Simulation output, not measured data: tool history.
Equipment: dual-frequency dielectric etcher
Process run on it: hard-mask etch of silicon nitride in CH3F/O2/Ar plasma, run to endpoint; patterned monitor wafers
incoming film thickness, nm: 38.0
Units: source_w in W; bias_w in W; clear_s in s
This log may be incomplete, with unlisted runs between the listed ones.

run	hour	source_w	bias_w	clear_s
1	0.0	450	58	56.538
2	7.2	450	50	60.512
3	10.5	450	59	56.294
4	17.9	420	58	56.779
5	21.4	420	53	59.503
6	25.3	410	51	60.793

What does the tool deliver on the next run?
7	25.9	400	49	?

clear_s: 62.202 s
